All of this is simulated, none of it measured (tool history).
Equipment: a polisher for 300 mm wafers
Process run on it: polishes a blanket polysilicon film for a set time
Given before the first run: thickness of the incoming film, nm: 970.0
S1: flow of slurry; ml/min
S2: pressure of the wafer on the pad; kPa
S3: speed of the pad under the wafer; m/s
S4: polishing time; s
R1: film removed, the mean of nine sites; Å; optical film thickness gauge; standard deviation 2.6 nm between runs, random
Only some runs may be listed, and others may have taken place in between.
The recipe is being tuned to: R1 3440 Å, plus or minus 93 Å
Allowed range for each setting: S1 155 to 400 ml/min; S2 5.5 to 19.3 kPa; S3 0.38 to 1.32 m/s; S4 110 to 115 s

Run 1, hour 0: S1 255 ml/min, S2 12.4 kPa, S3 0.84 m/s, S4 110 s. Result: R1 5199.5 Å.
Run 2, hour 6.4: S1 255 ml/min, S2 9.7 kPa, S3 0.84 m/s, S4 110 s. Result: R1 4083.5 Å.
Run 3, hour 11: S1 220 ml/min, S2 9.7 kPa, S3 0.84 m/s, S4 110 s. Result: R1 3984.2 Å.
Run 4, hour 19.3: S1 215 ml/min, S2 9 kPa, S3 0.84 m/s, S4 110 s. Result: R1 3754 Å.
Run 5, hour 27.7: S1 215 ml/min, S2 9 kPa, S3 0.98 m/s, S4 110 s. Result: R1 4363.8 Å.
Run 6, hour 35.4: S1 210 ml/min, S2 8.3 kPa, S3 0.98 m/s, S4 110 s. Result: R1 3953.2 Å.
Run 7, hour 44.4: S1 205 ml/min, S2 7.6 kPa, S3 0.98 m/s, S4 110 s. Result: R1 3688.3 Å.
Run 8, hour 53: S1 200 ml/min, S2 7.6 kPa, S3 0.98 m/s, S4 110 s. Result: R1 3683.7 Å.
Run 9, hour 59.6: S1 195 ml/min, S2 7.6 kPa, S3 0.98 m/s, S4 110 s. Result: R1 3700.1 Å.
Run 10, hour 67.2: S1 195 ml/min, S2 7.6 kPa, S3 0.98 m/s, S4 110 s. Result: R1 3687.4 Å.
Run 11, hour 73.1: S1 190 ml/min, S2 7.6 kPa, S3 0.98 m/s, S4 110 s. Result: R1 3604.7 Å.
Run 12, hour 74.9: S1 185 ml/min, S2 7.6 kPa, S3 0.98 m/s, S4 110 s. Result: R1 3643 Å.
Run 13, hour 80.7: S1 185 ml/min, S2 6.9 kPa, S3 0.98 m/s, S4 110 s. Result: R1 3292.1 Å.
Run 14, hour 82.9: S1 195 ml/min, S2 7.6 kPa, S3 0.98 m/s, S4 110 s. Result: R1 3688.1 Å.
Run 15, hour 89.6: S1 190 ml/min, S2 7.6 kPa, S3 0.98 m/s, S4 110 s. Result: R1 3612.7 Å.
Run 16, hour 97.9: S1 175 ml/min, S2 6.9 kPa, S3 0.98 m/s, S4 110 s. Result: R1 3301.8 Å.
Run 17, hour 105.5: S1 180 ml/min, S2 6.9 kPa, S3 0.98 m/s, S4 110 s. Result: R1 3299.6 Å.
Run 18, hour 110.6: S1 185 ml/min, S2 6.9 kPa, S3 0.98 m/s, S4 110 s. Result: R1 3355.4 Å.

Which of these 5 next moves meets every target?
Run A, hour 115.7: S1 195 ml/min, S2 6.2 kPa, S3 1 m/s, S4 115 s. Result: R1 ?.
Run B, hour 115.7: S1 180 ml/min, S2 7.6 kPa, S3 0.84 m/s, S4 110 s. Result: R1 ?.
Run C, hour 115.7: S1 200 ml/min, S2 8.3 kPa, S3 0.74 m/s, S4 115 s. Result: R1 ?.
Run D, hour 115.7: S1 160 ml/min, S2 7.6 kPa, S3 0.9 m/s, S4 115 s. Result: R1 ?.
Run E, hour 115.7: S1 175 ml/min, S2 6.9 kPa, S3 1.08 m/s, S4 110 s. Result: R1 ?.

move      R1
   A  3209.3
   B  3112.1
   C  3154.8
   D  3443.6
   E  3621.9
A: misses by more than the last run did
B: misses by more than the last run did
C: misses by more than the last run did
D: every result within its allowed miss
E: pushes the last run's worst result past its target
The right move is D.

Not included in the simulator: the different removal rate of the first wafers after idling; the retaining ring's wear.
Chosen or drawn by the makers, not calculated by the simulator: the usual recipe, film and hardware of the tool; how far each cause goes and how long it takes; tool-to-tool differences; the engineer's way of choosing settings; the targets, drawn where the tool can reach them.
